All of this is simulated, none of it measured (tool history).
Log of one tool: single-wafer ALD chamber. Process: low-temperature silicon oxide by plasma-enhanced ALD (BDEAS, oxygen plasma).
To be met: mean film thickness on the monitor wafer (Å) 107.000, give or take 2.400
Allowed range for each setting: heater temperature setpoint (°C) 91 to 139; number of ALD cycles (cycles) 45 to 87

run,day,heater temperature setpoint (°C),number of ALD cycles (cycles),mean film thickness on the monitor wafer (Å)
1,0.000,115,66,87.018
2,0.100,115,62,81.539
3,0.417,114,66,86.706
4,0.450,113,69,91.114
5,0.788,122,69,89.807
6,0.875,127,69,89.023
7,1.142,126,72,93.306
8,1.512,126,74,95.371
9,1.833,126,76,98.902
10,2.204,126,77,99.995
11,2.404,126,78,101.110
12,2.512,126,79,102.170
13,2.742,126,80,102.920

Next run, 5 choices. One meets every target within its allowed miss, the rest don't. Which?
A,2.971,125,79,?
B,2.971,133,84,?
C,2.971,133,79,?
D,2.971,117,87,?
E,2.971,128,79,?

move,mean film thickness on the monitor wafer (Å)
A,102.700
B,107.750
C,101.340
D,114.600
E,102.190
A: lands further from the targets than the last run did
B: hits every target within its allowed miss
C: lands further from the targets than the last run did
D: takes the biggest miss from the last run beyond its target
E: lands further from the targets than the last run did
Move B is the one to make.
